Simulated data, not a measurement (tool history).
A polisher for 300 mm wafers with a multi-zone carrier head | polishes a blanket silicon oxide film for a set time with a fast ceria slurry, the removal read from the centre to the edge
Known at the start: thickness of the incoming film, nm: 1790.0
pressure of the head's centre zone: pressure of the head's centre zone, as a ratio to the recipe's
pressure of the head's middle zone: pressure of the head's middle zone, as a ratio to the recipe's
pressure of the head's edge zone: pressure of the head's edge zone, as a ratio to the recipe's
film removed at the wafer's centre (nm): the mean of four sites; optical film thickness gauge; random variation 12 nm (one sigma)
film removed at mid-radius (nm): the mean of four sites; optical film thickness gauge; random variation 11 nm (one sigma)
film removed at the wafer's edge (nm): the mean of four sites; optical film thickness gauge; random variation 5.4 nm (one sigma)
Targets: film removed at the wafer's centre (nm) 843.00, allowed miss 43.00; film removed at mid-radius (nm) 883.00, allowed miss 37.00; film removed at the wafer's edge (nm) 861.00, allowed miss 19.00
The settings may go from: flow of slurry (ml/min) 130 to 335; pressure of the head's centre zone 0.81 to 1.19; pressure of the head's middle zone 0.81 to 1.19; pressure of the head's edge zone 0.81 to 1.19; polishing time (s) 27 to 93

run,hour,flow of slurry (ml/min),pressure of the head's centre zone,pressure of the head's middle zone,pressure of the head's edge zone,polishing time (s),film removed at the wafer's centre (nm),film removed at mid-radius (nm),film removed at the wafer's edge (nm)
1,0.0,215,1.00,1.00,1.00,59,769.27,734.46,786.11
2,1.3,215,1.00,1.00,0.94,59,754.93,733.66,772.17
3,4.5,225,1.00,1.03,0.96,60,768.92,787.94,780.87
4,10.7,200,1.00,1.03,0.96,60,754.53,783.26,777.09
5,16.5,205,1.00,1.04,0.99,61,775.67,798.85,800.12
6,21.7,240,1.00,1.04,0.99,61,779.38,802.32,819.44
7,25.5,245,1.01,1.05,1.00,61,793.89,802.79,823.30
# hour 28.3: edge zone pressure recalibrated
8,28.3,250,1.02,1.07,1.01,61,813.01,846.16,804.21
9,32.7,255,1.02,1.07,1.02,62,836.09,857.70,822.16

4 next moves are on the table. One of them brings every result within its allowed miss. Which?
A,37.1,255,1.15,1.09,1.00,58,?,?,?
B,37.1,220,1.06,1.10,0.92,63,?,?,?
C,37.1,285,0.99,1.08,1.04,64,?,?,?
D,37.1,305,1.02,1.18,0.97,63,?,?,?

move,film removed at the wafer's centre (nm),film removed at mid-radius (nm),film removed at the wafer's edge (nm)
A,852.27,780.54,766.06
B,835.29,839.17,790.29
C,819.77,865.76,868.94
D,838.50,925.86,831.61
A: further off than the last run
B: further off than the last run
C: meets every target
D: nearer than the last run, and not there yet
The right move is C.
